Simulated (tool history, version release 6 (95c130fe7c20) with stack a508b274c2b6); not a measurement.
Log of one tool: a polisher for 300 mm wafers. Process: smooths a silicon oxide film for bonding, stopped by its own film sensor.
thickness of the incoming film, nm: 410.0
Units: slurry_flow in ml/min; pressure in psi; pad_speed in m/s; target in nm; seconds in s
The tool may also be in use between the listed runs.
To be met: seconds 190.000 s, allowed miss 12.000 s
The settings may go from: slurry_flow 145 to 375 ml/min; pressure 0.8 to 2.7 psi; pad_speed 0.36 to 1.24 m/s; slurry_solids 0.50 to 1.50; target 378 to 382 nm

Run 1, hour 0.0: slurry_flow 240 ml/min, pressure 1.7 psi, pad_speed 0.80 m/s, slurry_solids 1.00, target 378 nm. Result: seconds 63.492 s.
Run 2, hour 4.3: slurry_flow 240 ml/min, pressure 1.7 psi, pad_speed 0.70 m/s, slurry_solids 1.00, target 378 nm. Result: seconds 72.174 s.
Run 3, hour 5.8: slurry_flow 235 ml/min, pressure 1.4 psi, pad_speed 0.58 m/s, slurry_solids 0.95, target 378 nm. Result: seconds 104.750 s.
Run 4, hour 12.9: slurry_flow 235 ml/min, pressure 1.2 psi, pad_speed 0.52 m/s, slurry_solids 0.95, target 378 nm. Result: seconds 128.120 s.
Run 5, hour 20.6: slurry_flow 290 ml/min, pressure 1.2 psi, pad_speed 0.52 m/s, slurry_solids 0.95, target 378 nm. Result: seconds 126.270 s.
Run 6, hour 25.3: slurry_flow 290 ml/min, pressure 1.2 psi, pad_speed 0.52 m/s, slurry_solids 1.10, target 378 nm. Result: seconds 110.280 s.
Run 7, hour 29.3: slurry_flow 290 ml/min, pressure 1.1 psi, pad_speed 0.46 m/s, slurry_solids 1.05, target 378 nm. Result: seconds 140.730 s.
Run 8, hour 37.9: slurry_flow 290 ml/min, pressure 1.1 psi, pad_speed 0.46 m/s, slurry_solids 1.05, target 378 nm. Result: seconds 141.390 s.
Run 9, hour 43.9: slurry_flow 290 ml/min, pressure 1.0 psi, pad_speed 0.44 m/s, slurry_solids 1.05, target 378 nm. Result: seconds 156.640 s.
Run 10, hour 44.5: slurry_flow 290 ml/min, pressure 0.9 psi, pad_speed 0.44 m/s, slurry_solids 1.05, target 378 nm. Result: seconds 176.210 s.

Which of these 4 next moves meets every target?
Run A, hour 45.1: slurry_flow 290 ml/min, pressure 0.8 psi, pad_speed 0.48 m/s, slurry_solids 1.20, target 378 nm. Result: seconds ?.
Run B, hour 45.1: slurry_flow 305 ml/min, pressure 1.1 psi, pad_speed 0.40 m/s, slurry_solids 0.90, target 379 nm. Result: seconds ?.
Run C, hour 45.1: slurry_flow 280 ml/min, pressure 1.0 psi, pad_speed 0.40 m/s, slurry_solids 1.05, target 381 nm. Result: seconds ?.
Run D, hour 45.1: slurry_flow 220 ml/min, pressure 1.0 psi, pad_speed 0.36 m/s, slurry_solids 1.05, target 378 nm. Result: seconds ?.

move  seconds
   A  163.720
   B  159.680
   C  147.870
   D  180.240
A: further off than the last run
B: further off than the last run
C: further off than the last run
D: meets every target
Move D is the one to make.
